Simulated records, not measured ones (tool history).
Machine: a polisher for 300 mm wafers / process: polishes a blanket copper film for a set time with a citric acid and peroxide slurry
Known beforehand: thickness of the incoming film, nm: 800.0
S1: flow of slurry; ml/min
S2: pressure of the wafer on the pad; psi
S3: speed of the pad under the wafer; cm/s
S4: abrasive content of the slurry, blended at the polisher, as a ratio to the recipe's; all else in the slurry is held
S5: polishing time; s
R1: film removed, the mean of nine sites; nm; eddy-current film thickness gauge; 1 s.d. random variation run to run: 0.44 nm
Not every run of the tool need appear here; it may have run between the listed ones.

run,day,S1,S2,S3,S4,S5,R1
1,0,130,2,84,1,73,95.489
2,0.375,130,2,70,1,73,79.723
3,0.508,130,2,70,1,76,82.974
4,0.642,130,2,70,1,73,79.787
5,0.854,125,1.9,70,1,73,76.67
6,1.158,125,1.9,70,1,76,80.037
7,1.5,125,1.9,70,1,76,79.464
8,1.867,120,1.8,70,1,76,75.336
9,1.992,115,1.8,70,1,76,74.459
10,2.05,110,1.8,70,1,76,73.483
11,2.083,105,1.8,70,1,76,73.513

Predict the results of run 12:
12,2.433,95,1.7,70,1,76,?

Run 12 gave R1 68.585 nm.

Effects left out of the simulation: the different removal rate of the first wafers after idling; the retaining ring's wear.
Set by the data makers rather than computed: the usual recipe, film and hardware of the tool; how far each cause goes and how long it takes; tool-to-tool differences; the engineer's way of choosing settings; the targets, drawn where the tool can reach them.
